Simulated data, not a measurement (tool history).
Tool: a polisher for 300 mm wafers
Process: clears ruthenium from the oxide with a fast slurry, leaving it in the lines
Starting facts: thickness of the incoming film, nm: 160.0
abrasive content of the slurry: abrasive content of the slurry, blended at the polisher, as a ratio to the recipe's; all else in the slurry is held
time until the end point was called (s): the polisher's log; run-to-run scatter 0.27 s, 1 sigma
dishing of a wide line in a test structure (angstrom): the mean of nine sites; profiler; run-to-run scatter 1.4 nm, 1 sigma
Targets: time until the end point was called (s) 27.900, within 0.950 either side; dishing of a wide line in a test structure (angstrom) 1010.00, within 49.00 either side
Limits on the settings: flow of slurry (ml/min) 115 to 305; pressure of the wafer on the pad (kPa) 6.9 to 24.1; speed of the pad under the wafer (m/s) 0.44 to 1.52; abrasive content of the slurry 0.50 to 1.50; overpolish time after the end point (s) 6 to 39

| run | hour | flow of slurry (ml/min) | pressure of the wafer on the pad (kPa) | speed of the pad under the wafer (m/s) | abrasive content of the slurry | overpolish time after the end point (s) | time until the end point was called (s) | dishing of a wide line in a test structure (angstrom) |
|---|---|---|---|---|---|---|---|---|
| 1 | 0.0 | 195 | 15.2 | 0.98 | 1.00 | 20 | 51.507 | 479.66 |
| 2 | 8.0 | 195 | 17.9 | 0.98 | 1.00 | 21 | 43.637 | 588.80 |
| 3 | 13.1 | 195 | 17.9 | 0.98 | 0.85 | 21 | 50.122 | 517.60 |
| 4 | 21.8 | 195 | 17.9 | 0.98 | 0.85 | 18 | 50.233 | 449.67 |
| 5 | 28.2 | 190 | 19.3 | 1.04 | 0.85 | 20 | 43.271 | 563.68 |
| 6 | 35.5 | 190 | 21.4 | 1.04 | 0.85 | 20 | 39.991 | 596.54 |
| 7 | 36.9 | 190 | 22.1 | 1.10 | 0.85 | 21 | 36.436 | 683.37 |
| 8 | 38.3 | 190 | 22.8 | 1.14 | 0.85 | 22 | 34.514 | 734.10 |

Consider the 5 candidate settings below. Which is the only one whose results all fall within their allowed miss of target?
| A | 39.7 | 240 | 24.1 | 1.16 | 1.00 | 23 | ? | ? |
| B | 39.7 | 125 | 24.1 | 1.24 | 1.00 | 27 | ? | ? |
| C | 39.7 | 160 | 23.4 | 1.18 | 0.95 | 25 | ? | ? |
| D | 39.7 | 180 | 24.1 | 0.92 | 1.30 | 24 | ? | ? |
| E | 39.7 | 210 | 24.1 | 1.20 | 0.90 | 23 | ? | ? |

| move | time until the end point was called (s) | dishing of a wide line in a test structure (angstrom) |
|---|---|---|
| A | 27.810 | 914.64 |
| B | 28.379 | 1014.90 |
| C | 30.587 | 906.46 |
| D | 30.931 | 871.06 |
| E | 29.480 | 874.76 |
A: gets the furthest-off result to its target, but another result is out of tolerance
B: all results in spec
C: gains on the last run, yet a result remains outside its allowed miss
D: gains on the last run, yet a result remains outside its allowed miss
E: gains on the last run, yet a result remains outside its allowed miss
So the answer is move B, the one that meets all the targets.

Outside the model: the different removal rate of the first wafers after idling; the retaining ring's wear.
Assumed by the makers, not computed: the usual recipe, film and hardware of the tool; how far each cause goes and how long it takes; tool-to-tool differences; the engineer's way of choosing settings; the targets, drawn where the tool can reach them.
